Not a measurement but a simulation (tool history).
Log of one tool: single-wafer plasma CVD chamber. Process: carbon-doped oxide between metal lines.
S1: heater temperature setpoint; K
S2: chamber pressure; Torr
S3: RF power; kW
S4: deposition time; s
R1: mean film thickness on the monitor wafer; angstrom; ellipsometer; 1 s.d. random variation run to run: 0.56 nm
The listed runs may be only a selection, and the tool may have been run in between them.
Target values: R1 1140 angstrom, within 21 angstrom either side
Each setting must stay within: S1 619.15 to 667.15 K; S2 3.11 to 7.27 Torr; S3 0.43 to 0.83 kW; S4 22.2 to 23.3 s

run	hour	S1	S2	S3	S4	R1
1	0	643.15	5.19	0.63	23.3	1192.8
2	7.3	635.15	5.19	0.63	23.3	1217.4
3	13.2	636.15	5.07	0.625	23.3	1204.1
4	15.2	637.15	4.96	0.62	23.3	1187.4
5	20.7	638.15	4.88	0.62	23.3	1192.4
# hour 24.3: RF generator calibrated
6	24.3	639.15	4.84	0.615	23.3	1205.2
7	27.1	639.15	4.56	0.55	23.1	1095.8
8	30.8	639.15	4.58	0.555	23.1	1108.6
9	36.6	639.15	4.59	0.56	23.1	1113.4

5 next moves are on the table. One of them brings every result within its allowed miss. Which?
A	42.4	652.15	5.06	0.555	23.3	?
B	42.4	640.15	4.13	0.575	22.2	?
C	42.4	643.15	4.54	0.535	23.3	?
D	42.4	635.15	4.19	0.57	23.3	?
E	42.4	643.15	4.13	0.565	23.1	?

move	R1
A	1112.9
B	1088.4
C	1089.2
D	1148.6
E	1111.1
A: just as far off the targets as the last run
B: its largest miss is bigger than the last run's
C: its largest miss is bigger than the last run's
D: all results land within tolerance of their targets
E: its largest miss is bigger than the last run's
The right move is D.
